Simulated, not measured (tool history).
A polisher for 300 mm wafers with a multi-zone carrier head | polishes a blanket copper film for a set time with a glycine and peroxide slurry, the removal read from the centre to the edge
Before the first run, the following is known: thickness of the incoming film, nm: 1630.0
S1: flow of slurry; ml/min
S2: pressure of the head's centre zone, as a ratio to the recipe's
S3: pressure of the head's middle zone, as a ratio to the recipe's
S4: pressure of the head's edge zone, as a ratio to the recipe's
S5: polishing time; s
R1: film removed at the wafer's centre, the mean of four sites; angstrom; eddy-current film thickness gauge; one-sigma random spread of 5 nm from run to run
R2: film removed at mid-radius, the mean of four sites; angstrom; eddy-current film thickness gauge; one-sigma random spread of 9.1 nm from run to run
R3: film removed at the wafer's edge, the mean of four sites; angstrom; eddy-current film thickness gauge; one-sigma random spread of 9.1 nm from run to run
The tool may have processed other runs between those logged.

run	day	S1	S2	S3	S4	S5	R1	R2	R3
1	0	235	1	1	1	80	5322.8	5198.3	5016
2	0.071	235	0.97	1.01	1.05	86	5442.7	5539.4	5490
3	0.258	240	0.96	1.03	1.09	91	5685.5	6098.5	5878.4
4	0.296	240	0.96	1.03	1.12	91	5783.6	5866.9	6043.2
5	0.588	245	0.95	1.05	1.14	94	5824.1	6348.4	6352.3
6	0.938	300	0.95	1.05	1.14	94	6043.9	6398.4	6325.4

The next listed run, before its measurement:
7	1.154	290	0.94	1.05	1.15	96	?	?	?

{"run 7": {"R1": 6086.7, "R2": 6542.6, "R3": 6731}}
